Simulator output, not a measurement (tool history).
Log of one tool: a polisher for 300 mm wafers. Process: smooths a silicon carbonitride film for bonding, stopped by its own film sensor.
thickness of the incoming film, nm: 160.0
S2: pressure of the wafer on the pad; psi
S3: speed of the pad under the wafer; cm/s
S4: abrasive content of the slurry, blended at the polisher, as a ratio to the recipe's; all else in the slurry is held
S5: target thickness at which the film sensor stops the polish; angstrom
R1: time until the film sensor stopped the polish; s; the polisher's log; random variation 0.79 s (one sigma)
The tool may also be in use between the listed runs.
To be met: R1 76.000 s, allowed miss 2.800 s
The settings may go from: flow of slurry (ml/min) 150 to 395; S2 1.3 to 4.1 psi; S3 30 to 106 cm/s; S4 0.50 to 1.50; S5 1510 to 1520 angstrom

{"run": 1, "hour": 0.0, "flow of slurry (ml/min)": 250, "S2": 2.7, "S3": 68, "S4": 1.0, "S5": 1510, "R1": 35.467}
{"run": 2, "hour": 6.4, "flow of slurry (ml/min)": 220, "S2": 2.7, "S3": 68, "S4": 1.0, "S5": 1510, "R1": 37.275}
{"run": 3, "hour": 14.4, "flow of slurry (ml/min)": 215, "S2": 2.5, "S3": 66, "S4": 1.0, "S5": 1510, "R1": 40.843}
{"run": 4, "hour": 16.2, "flow of slurry (ml/min)": 210, "S2": 2.4, "S3": 64, "S4": 1.0, "S5": 1510, "R1": 43.69}
{"run": 5, "hour": 24.5, "flow of slurry (ml/min)": 210, "S2": 2.0, "S3": 64, "S4": 1.0, "S5": 1510, "R1": 51.681}
{"run": 6, "hour": 30.6, "flow of slurry (ml/min)": 210, "S2": 2.0, "S3": 64, "S4": 1.0, "S5": 1510, "R1": 51.452}
{"run": 7, "hour": 36.5, "flow of slurry (ml/min)": 205, "S2": 1.9, "S3": 64, "S4": 1.0, "S5": 1510, "R1": 54.214}
{"run": 8, "hour": 38.9, "flow of slurry (ml/min)": 205, "S2": 1.8, "S3": 64, "S4": 1.0, "S5": 1510, "R1": 57.17}
{"run": 9, "hour": 41.1, "flow of slurry (ml/min)": 205, "S2": 1.7, "S3": 64, "S4": 1.0, "S5": 1510, "R1": 60.589}
{"run": 10, "hour": 48.7, "flow of slurry (ml/min)": 205, "S2": 1.3, "S3": 58, "S4": 1.0, "S5": 1510, "R1": 82.439}

5 next moves are on the table. One of them brings every result within its allowed miss. Which?
{"run": "A", "hour": 56.3, "flow of slurry (ml/min)": 215, "S2": 1.4, "S3": 66, "S4": 1.0, "S5": 1510, "R1": "?"}
{"run": "B", "hour": 56.3, "flow of slurry (ml/min)": 155, "S2": 1.3, "S3": 58, "S4": 1.0, "S5": 1510, "R1": "?"}
{"run": "C", "hour": 56.3, "flow of slurry (ml/min)": 190, "S2": 1.6, "S3": 38, "S4": 0.95, "S5": 1510, "R1": "?"}
{"run": "D", "hour": 56.3, "flow of slurry (ml/min)": 160, "S2": 1.7, "S3": 62, "S4": 0.65, "S5": 1510, "R1": "?"}
{"run": "E", "hour": 56.3, "flow of slurry (ml/min)": 180, "S2": 1.3, "S3": 54, "S4": 1.1, "S5": 1510, "R1": "?"}

move=A R1=70.437
move=B R1=86.659
move=C R1=89.857
move=D R1=75.685
move=E R1=85.038
A: takes the result that was furthest off past its target
B: further off than the last run
C: further off than the last run
D: meets every target
E: further off than the last run
The right move is D.
